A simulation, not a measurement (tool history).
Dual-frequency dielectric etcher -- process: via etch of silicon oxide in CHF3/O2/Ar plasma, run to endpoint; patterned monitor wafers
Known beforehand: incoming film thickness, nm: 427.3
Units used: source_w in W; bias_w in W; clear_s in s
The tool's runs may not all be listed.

run 1 hour=0.0 | source_w=800 bias_w=178 | clear_s=191.84
run 2 hour=9.0 | source_w=910 bias_w=178 | clear_s=180.38
run 3 hour=17.9 | source_w=960 bias_w=178 | clear_s=175.22
run 4 hour=23.2 | source_w=960 bias_w=156 | clear_s=179.87
run 5 hour=24.5 | source_w=920 bias_w=154 | clear_s=182.41
run 6 hour=31.0 | source_w=790 bias_w=154 | clear_s=199.61
run 7 hour=36.7 | source_w=780 bias_w=153 | clear_s=200.82
run 8 hour=42.8 | source_w=780 bias_w=153 | clear_s=200.02

Forecast run 9:
run 9 hour=45.4 | source_w=770 bias_w=152 | clear_s=?

{"run 9": {"clear_s": 202.67}}

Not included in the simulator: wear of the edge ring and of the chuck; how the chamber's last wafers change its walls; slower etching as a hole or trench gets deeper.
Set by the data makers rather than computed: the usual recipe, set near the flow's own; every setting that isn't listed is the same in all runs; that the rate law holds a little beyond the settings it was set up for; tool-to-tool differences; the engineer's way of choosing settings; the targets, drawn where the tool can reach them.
